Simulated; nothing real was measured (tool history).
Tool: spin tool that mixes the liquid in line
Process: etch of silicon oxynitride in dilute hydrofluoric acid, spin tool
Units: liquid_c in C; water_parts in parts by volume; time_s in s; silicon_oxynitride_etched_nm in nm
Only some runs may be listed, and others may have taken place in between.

{"run": 1, "hour": 0.0, "liquid_c": 25.0, "water_parts": 80, "time_s": 290, "silicon_oxynitride_etched_nm": 5.262}
{"run": 2, "hour": 4.6, "liquid_c": 26.5, "water_parts": 75, "time_s": 290, "silicon_oxynitride_etched_nm": 6.1493}
{"run": 3, "hour": 8.7, "liquid_c": 24.5, "water_parts": 75, "time_s": 290, "silicon_oxynitride_etched_nm": 5.6006}
{"run": 4, "hour": 13.7, "liquid_c": 26.0, "water_parts": 70, "time_s": 290, "silicon_oxynitride_etched_nm": 6.5138}
{"run": 5, "hour": 19.8, "liquid_c": 26.0, "water_parts": 70, "time_s": 315, "silicon_oxynitride_etched_nm": 7.0627}
{"run": 6, "hour": 20.4, "liquid_c": 24.0, "water_parts": 70, "time_s": 315, "silicon_oxynitride_etched_nm": 6.3654}
{"run": 7, "hour": 22.7, "liquid_c": 25.5, "water_parts": 70, "time_s": 315, "silicon_oxynitride_etched_nm": 6.7226}
{"run": 8, "hour": 29.3, "liquid_c": 27.0, "water_parts": 70, "time_s": 315, "silicon_oxynitride_etched_nm": 7.3197}

What does the tool deliver on the next run?
{"run": 9, "hour": 37.2, "liquid_c": 28.0, "water_parts": 70, "time_s": 315, "silicon_oxynitride_etched_nm": "?"}

{"run 9": {"silicon_oxynitride_etched_nm": 7.7574}}
